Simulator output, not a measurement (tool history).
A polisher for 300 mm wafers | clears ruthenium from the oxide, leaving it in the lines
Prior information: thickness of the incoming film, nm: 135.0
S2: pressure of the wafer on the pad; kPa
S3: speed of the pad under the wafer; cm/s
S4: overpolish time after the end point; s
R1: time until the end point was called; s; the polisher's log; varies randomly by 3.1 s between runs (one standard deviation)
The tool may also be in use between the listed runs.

Run 1, hour 0: flow of slurry (ml/min) 185, S2 13.1 kPa, S3 94 cm/s, S4 50 s. Result: R1 128.04 s.
Run 2, hour 2.4: flow of slurry (ml/min) 185, S2 13.1 kPa, S3 94 cm/s, S4 50 s. Result: R1 125.69 s.
Run 3, hour 11.1: flow of slurry (ml/min) 185, S2 12.4 kPa, S3 94 cm/s, S4 50 s. Result: R1 134.74 s.
Run 4, hour 16.8: flow of slurry (ml/min) 210, S2 12.4 kPa, S3 94 cm/s, S4 50 s. Result: R1 132.07 s.
Run 5, hour 21.9: flow of slurry (ml/min) 210, S2 12.4 kPa, S3 110 cm/s, S4 50 s. Result: R1 117.89 s.
Run 6, hour 26.9: flow of slurry (ml/min) 210, S2 11.7 kPa, S3 110 cm/s, S4 50 s. Result: R1 118.37 s.
Run 7, hour 29.7: flow of slurry (ml/min) 210, S2 11 kPa, S3 108 cm/s, S4 50 s. Result: R1 129.36 s.
Run 8, hour 38.6: flow of slurry (ml/min) 210, S2 10.3 kPa, S3 108 cm/s, S4 50 s. Result: R1 140.9 s.

Run 9 comes next. What will it give?
Run 9, hour 42.7: flow of slurry (ml/min) 210, S2 7.6 kPa, S3 106 cm/s, S4 50 s. Result: R1 ?.

{"run 9": {"R1": 189.86}}
